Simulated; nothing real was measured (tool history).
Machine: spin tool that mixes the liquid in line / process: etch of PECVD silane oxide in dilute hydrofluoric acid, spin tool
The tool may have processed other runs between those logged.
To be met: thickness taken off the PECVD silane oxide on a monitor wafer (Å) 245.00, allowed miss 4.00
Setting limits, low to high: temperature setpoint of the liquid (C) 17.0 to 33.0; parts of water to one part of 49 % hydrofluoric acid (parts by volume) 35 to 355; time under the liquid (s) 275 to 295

run,hour,temperature setpoint of the liquid (C),parts of water to one part of 49 % hydrofluoric acid (parts by volume),time under the liquid (s),thickness taken off the PECVD silane oxide on a monitor wafer (Å)
1,0.0,25.0,195,275,469.64
2,3.4,25.0,260,275,333.68
3,7.8,24.0,260,275,318.84
4,14.6,23.0,260,275,307.23
5,17.8,22.0,260,275,299.93
6,25.6,24.0,260,275,320.26
# hour 26.8: thermometer replaced
7,26.8,23.0,260,275,324.42
8,29.6,22.0,265,275,303.51
9,31.0,21.5,270,275,291.80
10,35.9,21.0,275,275,281.80
11,39.9,20.5,275,275,274.17
12,41.7,20.5,275,275,276.02

Which single option among these 4 for the next run brings every result within its allowed miss of target? Just one does.
A,43.5,20.5,310,275,?
B,43.5,21.0,320,290,?
C,43.5,20.0,290,275,?
D,43.5,19.5,285,275,?

move,thickness taken off the PECVD silane oxide on a monitor wafer (Å)
A,239.32
B,246.69
C,255.76
D,256.64
A: takes the biggest miss from the last run beyond its target
B: every result within its allowed miss
C: moves toward the targets from the last run without getting all of them in spec
D: moves toward the targets from the last run without getting all of them in spec
B meets every target.

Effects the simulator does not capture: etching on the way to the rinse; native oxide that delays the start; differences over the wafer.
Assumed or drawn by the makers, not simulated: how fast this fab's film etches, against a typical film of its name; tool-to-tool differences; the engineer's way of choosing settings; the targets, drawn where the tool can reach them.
